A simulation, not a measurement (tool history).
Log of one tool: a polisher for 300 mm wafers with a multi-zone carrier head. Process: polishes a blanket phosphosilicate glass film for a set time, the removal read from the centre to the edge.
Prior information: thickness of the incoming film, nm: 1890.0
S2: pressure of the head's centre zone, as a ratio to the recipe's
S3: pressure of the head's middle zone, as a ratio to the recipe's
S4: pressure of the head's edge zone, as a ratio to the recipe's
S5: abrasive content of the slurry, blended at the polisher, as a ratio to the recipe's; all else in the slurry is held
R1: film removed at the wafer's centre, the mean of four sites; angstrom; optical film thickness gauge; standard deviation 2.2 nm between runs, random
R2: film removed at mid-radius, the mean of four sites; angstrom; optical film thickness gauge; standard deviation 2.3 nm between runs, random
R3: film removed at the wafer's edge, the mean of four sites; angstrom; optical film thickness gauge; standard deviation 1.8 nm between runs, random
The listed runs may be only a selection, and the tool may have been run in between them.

Run 1, hour 0.0: flow of slurry (ml/min) 160, S2 1.00, S3 1.00, S4 1.00, S5 1.0, polishing time (s) 54. Result: R1 2577.2 angstrom, R2 2677.1 angstrom, R3 2638.1 angstrom.
Run 2, hour 8.0: flow of slurry (ml/min) 175, S2 1.00, S3 1.00, S4 1.00, S5 1.0, polishing time (s) 54. Result: R1 2655.0 angstrom, R2 2715.9 angstrom, R3 2678.0 angstrom.
Run 3, hour 16.4: flow of slurry (ml/min) 165, S2 0.98, S3 1.00, S4 0.99, S5 1.0, polishing time (s) 54. Result: R1 2567.2 angstrom, R2 2663.9 angstrom, R3 2621.8 angstrom.
Run 4, hour 24.7: flow of slurry (ml/min) 200, S2 0.98, S3 1.00, S4 0.99, S5 1.0, polishing time (s) 54. Result: R1 2693.3 angstrom, R2 2725.1 angstrom, R3 2702.8 angstrom.
Run 5, hour 27.2: flow of slurry (ml/min) 200, S2 0.98, S3 1.00, S4 0.99, S5 1.0, polishing time (s) 46. Result: R1 2304.8 angstrom, R2 2347.5 angstrom, R3 2300.8 angstrom.
Run 6, hour 31.5: flow of slurry (ml/min) 200, S2 0.98, S3 1.00, S4 0.94, S5 1.0, polishing time (s) 46. Result: R1 2280.8 angstrom, R2 2357.7 angstrom, R3 2247.8 angstrom.

Expected results for the next run?
Run 7, hour 39.1: flow of slurry (ml/min) 195, S2 0.96, S3 1.01, S4 0.95, S5 1.0, polishing time (s) 46. Result: R1 ?, R2 ?, R3 ?.

Run 7 came out at R1 2278.4 angstrom, R2 2377.2 angstrom, R3 2252.4 angstrom.
